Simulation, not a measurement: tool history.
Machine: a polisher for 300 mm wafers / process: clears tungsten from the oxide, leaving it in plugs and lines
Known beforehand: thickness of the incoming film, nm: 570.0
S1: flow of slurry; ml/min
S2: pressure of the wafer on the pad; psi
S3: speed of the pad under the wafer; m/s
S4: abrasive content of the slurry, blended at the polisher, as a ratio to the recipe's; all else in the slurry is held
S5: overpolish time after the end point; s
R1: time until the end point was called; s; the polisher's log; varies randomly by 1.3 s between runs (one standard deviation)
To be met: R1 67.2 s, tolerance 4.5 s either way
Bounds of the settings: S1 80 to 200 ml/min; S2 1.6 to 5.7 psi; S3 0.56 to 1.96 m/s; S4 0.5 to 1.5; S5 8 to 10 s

run  hour   S1   S2    S3  S4  S5      R1
  1     0  130  3.6  1.26   1  10  118.73
  2   8.4  130  4.1  1.28   1  10  102.61
  3  12.7  130  4.5   1.3   1  10   90.88
  4  15.4  130  4.8  1.32   1  10  87.589
  5  17.2  105  4.8  1.32   1  10  90.247
  6  25.5  105  4.8  1.32   1  10  88.413
  7  27.2  105    5  1.34   1  10  86.467
  8    32  110  5.2  1.36   1  10  81.638
  9  35.2  110  5.3   1.4   1  10  75.417
 10  42.4  110  5.4   1.4   1  10  75.536
 11  46.9  110  5.4   1.4   1  10  77.829
 12  49.8  110  5.5  1.44   1  10  72.525

Exactly one of the 4 candidate moves below puts every result within its allowed miss. Which one?
  A  52.7  130  5.7  1.16   1.1  10   ?
  B  52.7  120  5.7  1.76  0.95  10   ?
  C  52.7  115  5.7  1.48   0.9   9   ?
  D  52.7  120  5.7  1.32   0.8   8   ?

move      R1
   A  79.302
   B  55.229
   C  66.684
   D  75.323
A: further off than the last run
B: pushes the last run's worst result past its target
C: hits every target within its allowed miss
D: further off than the last run
The move that meets every target is C.
